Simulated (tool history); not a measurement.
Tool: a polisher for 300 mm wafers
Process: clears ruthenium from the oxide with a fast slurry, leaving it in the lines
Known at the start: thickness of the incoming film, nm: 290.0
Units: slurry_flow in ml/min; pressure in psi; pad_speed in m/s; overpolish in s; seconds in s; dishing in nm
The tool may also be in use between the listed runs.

run,hour,slurry_flow,pressure,pad_speed,slurry_solids,overpolish,seconds,dishing
1,0,265,2,1.14,1,15,108.82,34.655
2,6.4,265,2,1.14,0.9,15,115.65,32.399
3,15.4,265,1.9,1.04,0.85,13,137.49,24.629
4,16.5,265,1.9,1.04,0.85,18,138.2,33.881
5,19.8,290,1.9,1.04,0.85,18,135.06,34.263
6,22.6,310,1.7,0.98,0.8,16,162.97,25.397
7,25.4,325,1.6,0.94,0.75,14,186.7,19.871
8,32.7,340,1.5,0.88,0.7,12,219.92,14.316
9,33.6,350,1.5,0.82,0.65,11,249.25,12.315
10,38.8,350,1.5,0.82,0.65,11,247.09,12.183
11,46.8,360,1.5,0.78,0.65,10,251.09,10.85
12,55.2,370,1.4,0.74,0.7,9,266.06,8.9184
13,56.7,375,1.3,0.72,0.75,8,285.61,7.5601
14,60.3,380,1.2,0.7,0.85,7,293.25,6.379
15,68.2,385,1.2,0.7,0.9,7,284.54,6.5238

Run 16 comes next. What will it give?
16,73.7,390,1.2,0.68,1,7,?,?

seconds: 288.74 s
dishing: 6.9217 nm
